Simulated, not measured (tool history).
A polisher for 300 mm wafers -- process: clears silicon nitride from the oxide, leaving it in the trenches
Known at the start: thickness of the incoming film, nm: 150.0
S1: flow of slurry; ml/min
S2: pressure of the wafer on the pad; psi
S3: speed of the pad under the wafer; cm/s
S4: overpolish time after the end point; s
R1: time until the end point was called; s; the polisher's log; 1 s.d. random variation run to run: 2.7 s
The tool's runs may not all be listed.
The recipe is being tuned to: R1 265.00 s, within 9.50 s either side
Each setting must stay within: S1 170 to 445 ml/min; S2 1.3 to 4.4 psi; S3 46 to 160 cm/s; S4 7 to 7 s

{"run": 1, "hour": 0.0, "S1": 285, "S2": 2.8, "S3": 102, "S4": 7, "R1": 148.34}
{"run": 2, "hour": 8.8, "S1": 285, "S2": 2.5, "S3": 100, "S4": 7, "R1": 168.52}
{"run": 3, "hour": 10.3, "S1": 285, "S2": 2.5, "S3": 124, "S4": 7, "R1": 136.37}
{"run": 4, "hour": 15.9, "S1": 240, "S2": 2.5, "S3": 124, "S4": 7, "R1": 138.81}
{"run": 5, "hour": 21.8, "S1": 240, "S2": 2.5, "S3": 148, "S4": 7, "R1": 117.95}
{"run": 6, "hour": 29.3, "S1": 235, "S2": 2.2, "S3": 136, "S4": 7, "R1": 143.19}
{"run": 7, "hour": 30.0, "S1": 230, "S2": 2.0, "S3": 128, "S4": 7, "R1": 166.8}
{"run": 8, "hour": 36.0, "S1": 225, "S2": 1.3, "S3": 102, "S4": 7, "R1": 317.63}
{"run": 9, "hour": 43.6, "S1": 240, "S2": 1.4, "S3": 102, "S4": 7, "R1": 287.61}
{"run": 10, "hour": 51.5, "S1": 250, "S2": 1.4, "S3": 102, "S4": 7, "R1": 287.48}
{"run": 11, "hour": 56.0, "S1": 260, "S2": 1.4, "S3": 102, "S4": 7, "R1": 292.27}

Consider the 4 candidate settings below. Which is the only one whose results all fall within their allowed miss of target?
{"run": "A", "hour": 60.5, "S1": 290, "S2": 1.3, "S3": 96, "S4": 7, "R1": "?"}
{"run": "B", "hour": 60.5, "S1": 235, "S2": 1.3, "S3": 102, "S4": 7, "R1": "?"}
{"run": "C", "hour": 60.5, "S1": 275, "S2": 1.4, "S3": 112, "S4": 7, "R1": "?"}
{"run": "D", "hour": 60.5, "S1": 260, "S2": 1.3, "S3": 92, "S4": 7, "R1": "?"}

move=A R1=325.90
move=B R1=314.86
move=C R1=263.20
move=D R1=343.65
A: moves away from the targets compared with the last run
B: moves away from the targets compared with the last run
C: hits every target within its allowed miss
D: moves away from the targets compared with the last run
Move C is the one to make.

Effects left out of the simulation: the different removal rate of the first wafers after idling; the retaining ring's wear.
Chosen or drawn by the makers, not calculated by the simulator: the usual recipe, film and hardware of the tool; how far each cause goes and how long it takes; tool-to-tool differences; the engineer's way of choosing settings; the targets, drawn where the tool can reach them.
